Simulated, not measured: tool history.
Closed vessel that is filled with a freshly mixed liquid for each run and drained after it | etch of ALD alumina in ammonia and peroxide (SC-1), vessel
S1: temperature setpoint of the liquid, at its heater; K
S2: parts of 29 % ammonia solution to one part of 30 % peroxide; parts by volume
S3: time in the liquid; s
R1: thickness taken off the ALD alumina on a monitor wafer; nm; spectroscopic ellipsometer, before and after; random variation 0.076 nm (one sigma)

run    day      S1   S2   S3      R1
  1      0  329.15  0.7  130  11.496
  2  0.312  328.15  0.7  130  11.006
  3  0.554  328.15  0.7  130   10.78
  4  0.842  327.65  0.7  130  10.664
  5  1.038  327.65  0.5  130  10.289
  6  1.358  322.65  0.5  130  7.7758
  7  1.562  324.15  0.5  130  8.5437

Run 8, settings as shown, results not yet in. Your forecast:
  8  1.788  325.15  0.5  130   ?

{"run 8": {"R1": 9.019}}
